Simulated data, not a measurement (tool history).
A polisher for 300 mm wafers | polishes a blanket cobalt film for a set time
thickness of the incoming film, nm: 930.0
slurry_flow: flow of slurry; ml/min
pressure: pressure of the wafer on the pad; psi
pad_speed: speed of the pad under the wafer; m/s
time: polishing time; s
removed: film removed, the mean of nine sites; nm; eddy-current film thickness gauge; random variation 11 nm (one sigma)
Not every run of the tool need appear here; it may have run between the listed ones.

| run | hour | slurry_flow | pressure | pad_speed | time | removed |
|---|---|---|---|---|---|---|
| 1 | 0 | 180 | 2.3 | 1.14 | 69 | 468.98 |
| 2 | 4.9 | 180 | 2.7 | 1.16 | 69 | 538.82 |
| 3 | 9.2 | 180 | 2.7 | 1.16 | 72 | 545.54 |
| 4 | 16.1 | 180 | 2.7 | 1 | 72 | 498.77 |
| 5 | 23.6 | 180 | 2.2 | 1 | 72 | 420.12 |
| 6 | 31.5 | 185 | 2.6 | 1.08 | 72 | 512.19 |
| 7 | 36.9 | 190 | 2.9 | 1.14 | 72 | 586.84 |
| 8 | 38.9 | 190 | 3.1 | 1.2 | 72 | 660.58 |

Expected results for the next run?
| 9 | 47.5 | 190 | 3.2 | 1.24 | 72 | ? |

{"run 9": {"removed": 690.3}}
